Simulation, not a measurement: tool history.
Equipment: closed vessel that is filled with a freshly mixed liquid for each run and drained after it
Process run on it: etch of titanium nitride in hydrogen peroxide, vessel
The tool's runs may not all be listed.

run  hour  temperature setpoint of the liquid (°C)  concentration of hydrogen peroxide in the mixed liquid (% by weight)  time in the liquid (s)  thickness taken off the titanium nitride on a monitor wafer (angstrom)
  1     0                                       42                                                                    21                    1960                                                                  253.05
  2   4.8                                       39                                                                    19                    1960                                                                   193.8
  3   7.9                                       39                                                                    19                    1960                                                                     197
  4  12.3                                       39                                                                  20.5                    1960                                                                  197.09
  5    20                                       37                                                                  19.5                    1960                                                                  167.79
  6  28.7                                     35.5                                                                  18.5                    1960                                                                  147.15

Predict the results of run 7:
  7  33.4                                     34.5                                                                    18                    1960                                                                       ?

thickness taken off the titanium nitride on a monitor wafer (angstrom): 135.79
